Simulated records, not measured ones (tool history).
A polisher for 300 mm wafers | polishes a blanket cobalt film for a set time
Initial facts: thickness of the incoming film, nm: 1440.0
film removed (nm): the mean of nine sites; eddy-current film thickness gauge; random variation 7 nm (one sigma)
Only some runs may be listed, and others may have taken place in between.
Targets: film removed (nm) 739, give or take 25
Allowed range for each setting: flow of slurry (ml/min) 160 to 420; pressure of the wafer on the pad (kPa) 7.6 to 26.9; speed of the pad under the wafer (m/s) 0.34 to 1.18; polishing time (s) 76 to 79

| run | hour | flow of slurry (ml/min) | pressure of the wafer on the pad (kPa) | speed of the pad under the wafer (m/s) | polishing time (s) | film removed (nm) |
|---|---|---|---|---|---|---|
| 1 | 0 | 270 | 17.2 | 0.76 | 76 | 409.73 |
| 2 | 2.2 | 270 | 17.2 | 0.94 | 76 | 507.34 |
| 3 | 5.5 | 270 | 17.9 | 0.94 | 76 | 516.98 |
| 4 | 9.1 | 270 | 19.3 | 0.94 | 76 | 559.28 |
| 5 | 12.7 | 315 | 19.3 | 0.94 | 76 | 564.58 |
| 6 | 13.5 | 315 | 19.3 | 0.94 | 76 | 560.56 |
| 7 | 21.9 | 315 | 20 | 0.94 | 76 | 583 |
| 8 | 22.6 | 315 | 20.7 | 0.94 | 76 | 607.99 |
| 9 | 31.4 | 315 | 21.4 | 0.94 | 76 | 633.24 |
| 10 | 34.4 | 315 | 22.1 | 0.94 | 76 | 659.6 |
| 11 | 43 | 315 | 23.4 | 0.94 | 76 | 687.37 |
| 12 | 46.8 | 315 | 24.1 | 0.94 | 76 | 707.1 |

Exercise: of the 4 proposed moves below, exactly one satisfies all targets within the stated allowed misses. Which move is it?
| A | 50.6 | 335 | 23.4 | 1.04 | 79 | ? |
| B | 50.6 | 355 | 24.1 | 1 | 78 | ? |
| C | 50.6 | 335 | 24.8 | 0.94 | 76 | ? |
| D | 50.6 | 270 | 26.2 | 0.96 | 78 | ? |

| move | film removed (nm) |
|---|---|
| A | 782.23 |
| B | 767.85 |
| C | 720.98 |
| D | 782.79 |
A: takes the biggest miss from the last run beyond its target
B: takes the biggest miss from the last run beyond its target
C: each result inside its tolerance
D: takes the biggest miss from the last run beyond its target
Answer: C
